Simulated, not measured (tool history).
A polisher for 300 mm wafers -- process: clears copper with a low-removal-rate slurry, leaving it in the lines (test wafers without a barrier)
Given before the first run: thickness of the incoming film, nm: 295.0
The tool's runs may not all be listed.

run,hour,flow of slurry (ml/min),pressure of the wafer on the pad (psi),speed of the pad under the wafer (m/s),abrasive content of the slurry,overpolish time after the end point (s),time until the end point was called (s),dishing of a wide line in a test structure (angstrom)
1,0,215,4.2,0.9,1,19,64.658,515.94
2,0.7,250,4.2,0.9,1,19,64.882,540.96
3,6,250,3.4,0.9,1,19,80.421,453.69
4,11.8,250,3.4,1.02,1,19,70.093,494.98
5,20.5,250,3.4,1.18,1,19,60.787,529.26
6,26.9,220,3,1.16,0.85,16,72.907,416.62
7,34.7,195,2.7,1.1,0.95,13,84.985,306.69
8,43.3,180,2.5,1.1,1.1,11,90.298,257.88
9,45.9,130,1.9,1.12,1.35,6,113.07,120.06
10,49.4,145,1.9,1.12,1.35,6,114.06,120.49
11,55.4,155,2,1.12,1.3,6,107.04,125.95
12,60.4,155,2.1,1.12,1.25,6,103.69,133.55
13,63.5,145,2.2,1.12,1.2,10,101.39,216.46
14,64.7,160,2.1,1.12,1.2,10,105.1,205.8
15,73.7,175,2.1,1.1,1.25,10,102.13,202.95
16,80.2,170,2.1,1.1,1.3,10,102.9,209.21
17,88.7,170,2.2,1.08,1.3,9,102.02,194.57

Run 18 is up next; what results do you expect?
18,91.3,165,2.2,1.08,1.3,9,?,?

{"run 18": {"time until the end point was called (s)": 101.22, "dishing of a wide line in a test structure (angstrom)": 193.69}}
